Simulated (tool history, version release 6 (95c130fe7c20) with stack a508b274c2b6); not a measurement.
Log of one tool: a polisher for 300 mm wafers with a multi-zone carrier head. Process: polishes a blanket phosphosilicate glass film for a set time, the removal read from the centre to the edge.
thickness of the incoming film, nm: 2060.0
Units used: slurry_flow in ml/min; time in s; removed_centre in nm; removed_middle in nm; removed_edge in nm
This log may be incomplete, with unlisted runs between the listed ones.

| run | day | slurry_flow | centre_zone | middle_zone | edge_zone | slurry_solids | time | removed_centre | removed_middle | removed_edge |
|---|---|---|---|---|---|---|---|---|---|---|
| 1 | 0.000 | 195 | 1.00 | 1.00 | 1.00 | 1.0 | 51 | 425.28 | 409.30 | 431.32 |
| 2 | 0.346 | 195 | 1.00 | 1.00 | 1.03 | 1.0 | 51 | 430.05 | 415.61 | 429.82 |
| 3 | 0.704 | 190 | 1.02 | 0.98 | 1.02 | 1.0 | 51 | 424.23 | 399.91 | 439.95 |
| 4 | 0.979 | 190 | 1.02 | 1.05 | 1.02 | 1.0 | 51 | 433.74 | 437.69 | 434.59 |
| 5 | 1.312 | 190 | 1.02 | 1.05 | 0.95 | 1.0 | 51 | 426.00 | 429.59 | 425.77 |
| 6 | 1.342 | 190 | 1.02 | 1.05 | 0.95 | 1.0 | 41 | 350.19 | 342.83 | 338.32 |

Expected results for the next run?
| 7 | 1.446 | 190 | 1.05 | 1.03 | 0.98 | 1.1 | 41 | ? | ? | ? |

removed_centre: 391.50 nm
removed_middle: 362.25 nm
removed_edge: 366.33 nm
